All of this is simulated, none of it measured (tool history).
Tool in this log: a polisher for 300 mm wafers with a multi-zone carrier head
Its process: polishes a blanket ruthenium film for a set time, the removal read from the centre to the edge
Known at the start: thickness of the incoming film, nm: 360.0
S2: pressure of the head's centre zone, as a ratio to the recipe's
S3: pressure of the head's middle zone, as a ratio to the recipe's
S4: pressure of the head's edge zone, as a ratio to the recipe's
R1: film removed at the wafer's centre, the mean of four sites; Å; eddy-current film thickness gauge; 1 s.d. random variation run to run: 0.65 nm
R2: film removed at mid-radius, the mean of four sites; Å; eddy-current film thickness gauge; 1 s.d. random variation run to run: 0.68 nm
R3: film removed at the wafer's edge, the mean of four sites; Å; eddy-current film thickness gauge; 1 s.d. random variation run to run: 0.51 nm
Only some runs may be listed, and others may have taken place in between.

Run 1, hour 0: flow of slurry (ml/min) 290, S2 1, S3 1, S4 1, polishing time (s) 41. Result: R1 848.51 Å, R2 854.07 Å, R3 835.42 Å.
Run 2, hour 7.8: flow of slurry (ml/min) 290, S2 1, S3 1.06, S4 1, polishing time (s) 41. Result: R1 859.17 Å, R2 899.23 Å, R3 834.72 Å.
Run 3, hour 15.9: flow of slurry (ml/min) 290, S2 1, S3 1.13, S4 1, polishing time (s) 41. Result: R1 853.77 Å, R2 959.85 Å, R3 836.22 Å.
Run 4, hour 24.1: flow of slurry (ml/min) 290, S2 1, S3 1.13, S4 1, polishing time (s) 31. Result: R1 637.98 Å, R2 710.44 Å, R3 635.24 Å.
Run 5, hour 25.9: flow of slurry (ml/min) 290, S2 1, S3 1.13, S4 1, polishing time (s) 35. Result: R1 719.74 Å, R2 822.07 Å, R3 718.75 Å.
Run 6, hour 29.9: flow of slurry (ml/min) 285, S2 1, S3 1.09, S4 0.96, polishing time (s) 34. Result: R1 697.43 Å, R2 769.05 Å, R3 680.76 Å.
Run 7, hour 32.5: flow of slurry (ml/min) 285, S2 1.01, S3 1.05, S4 0.94, polishing time (s) 33. Result: R1 681.23 Å, R2 728.57 Å, R3 647.74 Å.
Run 8, hour 40.6: flow of slurry (ml/min) 280, S2 1.01, S3 1.01, S4 0.93, polishing time (s) 33. Result: R1 673.68 Å, R2 702.14 Å, R3 650.42 Å.

What will run 9 give?
Run 9, hour 48.8: flow of slurry (ml/min) 280, S2 1.02, S3 0.98, S4 0.91, polishing time (s) 33. Result: R1 ?, R2 ?, R3 ?.

R1: 693.76 Å
R2: 675.32 Å
R3: 646.88 Å
